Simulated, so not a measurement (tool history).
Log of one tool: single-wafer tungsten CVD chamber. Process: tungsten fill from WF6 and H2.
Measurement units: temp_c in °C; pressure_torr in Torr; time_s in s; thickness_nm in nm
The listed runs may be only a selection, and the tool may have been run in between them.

run  hour  temp_c  pressure_torr  time_s  thickness_nm
  1     0     395           34.2    14.5        35.188
  2   3.6     393           34.2    14.5        34.015
  3  10.2     391           34.2    14.5        32.404
  4  18.5     390           34.2    14.5        32.023
  5  21.7     389           34.2    14.5        30.983
  6  24.3     388           34.2    14.5        30.171
  7    28     387           34.2    14.5        29.355

Predict the results of run 8:
  8    29     385           34.2    14.5             ?

Run 8 yielded thickness_nm 28.196 nm.

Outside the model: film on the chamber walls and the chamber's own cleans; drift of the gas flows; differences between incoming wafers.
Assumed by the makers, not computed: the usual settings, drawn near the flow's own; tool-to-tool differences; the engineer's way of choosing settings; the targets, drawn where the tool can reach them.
